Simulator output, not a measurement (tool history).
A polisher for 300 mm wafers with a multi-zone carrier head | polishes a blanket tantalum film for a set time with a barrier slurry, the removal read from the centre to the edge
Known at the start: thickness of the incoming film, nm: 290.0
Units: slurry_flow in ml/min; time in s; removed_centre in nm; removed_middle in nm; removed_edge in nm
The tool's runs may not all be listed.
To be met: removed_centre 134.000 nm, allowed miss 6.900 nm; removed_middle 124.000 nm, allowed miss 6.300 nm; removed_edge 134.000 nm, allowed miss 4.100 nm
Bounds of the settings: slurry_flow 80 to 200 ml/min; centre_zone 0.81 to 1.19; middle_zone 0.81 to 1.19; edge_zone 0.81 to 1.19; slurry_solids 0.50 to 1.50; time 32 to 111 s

| run | hour | slurry_flow | centre_zone | middle_zone | edge_zone | slurry_solids | time | removed_centre | removed_middle | removed_edge |
|---|---|---|---|---|---|---|---|---|---|---|
| 1 | 0.0 | 130 | 1.00 | 1.00 | 1.00 | 1.00 | 71 | 87.583 | 88.274 | 87.773 |
| 2 | 0.6 | 105 | 1.00 | 1.00 | 1.00 | 1.00 | 71 | 80.826 | 79.253 | 84.886 |
| 3 | 6.5 | 105 | 1.00 | 1.00 | 1.00 | 1.10 | 71 | 84.278 | 82.788 | 87.845 |
| 4 | 14.0 | 105 | 1.00 | 1.00 | 1.00 | 1.10 | 86 | 99.353 | 101.400 | 106.220 |
| 5 | 16.0 | 110 | 1.01 | 0.99 | 1.02 | 1.10 | 86 | 104.560 | 103.620 | 107.890 |
| 6 | 22.9 | 110 | 1.01 | 0.99 | 1.02 | 0.95 | 86 | 98.187 | 96.779 | 102.980 |
| 7 | 24.9 | 115 | 1.01 | 0.98 | 1.04 | 1.00 | 86 | 104.530 | 99.229 | 105.610 |
| 8 | 32.0 | 120 | 1.00 | 0.98 | 1.05 | 1.05 | 86 | 105.830 | 102.360 | 109.020 |
| 9 | 38.9 | 125 | 1.00 | 0.98 | 1.06 | 1.05 | 86 | 105.510 | 105.680 | 109.240 |
| 10 | 46.3 | 125 | 1.00 | 0.97 | 1.07 | 1.10 | 86 | 107.850 | 104.570 | 110.140 |

5 next moves are on the table. One of them brings every result within its allowed miss. Which?
| A | 53.7 | 140 | 1.01 | 0.91 | 1.01 | 0.85 | 111 | ? | ? | ? |
| B | 53.7 | 85 | 0.81 | 1.07 | 1.10 | 1.00 | 102 | ? | ? | ? |
| C | 53.7 | 110 | 1.00 | 0.86 | 1.18 | 1.15 | 109 | ? | ? | ? |
| D | 53.7 | 80 | 0.89 | 0.88 | 1.13 | 1.10 | 102 | ? | ? | ? |
| E | 53.7 | 115 | 1.14 | 0.91 | 1.07 | 1.25 | 105 | ? | ? | ? |

| move | removed_centre | removed_middle | removed_edge |
|---|---|---|---|
| A | 133.080 | 121.140 | 134.020 |
| B | 87.026 | 115.960 | 121.610 |
| C | 132.370 | 117.150 | 148.640 |
| D | 95.435 | 98.628 | 124.910 |
| E | 150.920 | 122.320 | 140.980 |
A: meets every target
B: further off than the last run
C: takes the result that was furthest off past its target
D: as far off as the last run
E: takes the result that was furthest off past its target
Move A is the one to make.

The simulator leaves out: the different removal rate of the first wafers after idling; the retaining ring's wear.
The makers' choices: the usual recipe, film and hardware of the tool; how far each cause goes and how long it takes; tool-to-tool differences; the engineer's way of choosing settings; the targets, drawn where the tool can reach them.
